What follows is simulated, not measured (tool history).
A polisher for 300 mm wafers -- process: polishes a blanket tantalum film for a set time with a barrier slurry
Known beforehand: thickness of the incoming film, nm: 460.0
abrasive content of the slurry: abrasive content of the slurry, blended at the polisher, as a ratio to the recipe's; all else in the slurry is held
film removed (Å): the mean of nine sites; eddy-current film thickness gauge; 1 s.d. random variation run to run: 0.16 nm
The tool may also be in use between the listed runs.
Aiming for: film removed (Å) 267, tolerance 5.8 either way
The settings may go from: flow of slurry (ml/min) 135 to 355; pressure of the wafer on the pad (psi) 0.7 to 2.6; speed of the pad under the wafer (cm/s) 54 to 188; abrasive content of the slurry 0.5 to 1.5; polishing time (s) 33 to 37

| run | hour | flow of slurry (ml/min) | pressure of the wafer on the pad (psi) | speed of the pad under the wafer (cm/s) | abrasive content of the slurry | polishing time (s) | film removed (Å) |
|---|---|---|---|---|---|---|---|
| 1 | 0 | 225 | 1.6 | 120 | 1 | 37 | 434.21 |
| 2 | 9 | 280 | 1.6 | 120 | 1 | 37 | 438.47 |
| 3 | 13.8 | 280 | 1.4 | 120 | 1 | 37 | 399.84 |
| 4 | 16.5 | 280 | 1.4 | 120 | 0.9 | 37 | 377.62 |
| 5 | 17.4 | 280 | 1.3 | 120 | 0.9 | 37 | 359.43 |
| 6 | 26 | 280 | 1.3 | 120 | 0.9 | 37 | 358.22 |
|  | 27.9 | slurry blender recalibrated |
| 7 | 27.9 | 275 | 1.2 | 120 | 0.9 | 37 | 417.09 |
| 8 | 32.5 | 290 | 1.4 | 120 | 0.9 | 37 | 462.68 |
| 9 | 34.5 | 290 | 0.9 | 96 | 0.9 | 37 | 284.51 |
| 10 | 39 | 280 | 0.9 | 96 | 0.9 | 37 | 285.24 |

Which of these 5 next moves meets every target?
| A | 43.5 | 275 | 1.1 | 104 | 0.85 | 33 | ? |
| B | 43.5 | 280 | 1 | 106 | 1.05 | 33 | ? |
| C | 43.5 | 335 | 0.8 | 114 | 0.85 | 37 | ? |
| D | 43.5 | 295 | 1 | 94 | 1.05 | 36 | ? |
| E | 43.5 | 270 | 1.2 | 90 | 0.8 | 33 | ? |

| move | film removed (Å) |
|---|---|
| A | 299.78 |
| B | 312.93 |
| C | 310.36 |
| D | 306.21 |
| E | 268.34 |
A: lands further from the targets than the last run did
B: lands further from the targets than the last run did
C: lands further from the targets than the last run did
D: lands further from the targets than the last run did
E: all results in spec
The move that meets every target is E.

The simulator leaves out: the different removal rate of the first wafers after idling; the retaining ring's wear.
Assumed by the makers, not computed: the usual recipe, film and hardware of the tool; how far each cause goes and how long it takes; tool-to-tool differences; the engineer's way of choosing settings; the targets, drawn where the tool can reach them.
